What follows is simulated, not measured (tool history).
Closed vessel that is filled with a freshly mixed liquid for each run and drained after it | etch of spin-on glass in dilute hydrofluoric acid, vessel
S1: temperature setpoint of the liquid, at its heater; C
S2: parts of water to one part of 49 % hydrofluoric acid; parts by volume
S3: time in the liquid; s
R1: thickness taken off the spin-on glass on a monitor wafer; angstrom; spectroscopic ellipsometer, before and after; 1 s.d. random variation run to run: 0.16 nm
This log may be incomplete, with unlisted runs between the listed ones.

run    day    S1   S2   S3      R1
  1      0    25  195  255  330.22
  2  0.317    25  195  275  360.07
  3  0.579    22  195  275  321.32
  4  0.871  23.5  195  275  340.53
  5  0.958  24.5  195  275  353.33
  6    1.3  24.5  250  275  260.93
  7  1.375    27  245  275  290.32

Run 8, settings as shown, results not yet in. Your forecast:
  8  1.692  29  240  275   ?

Run 8 measured R1 318.11 angstrom.
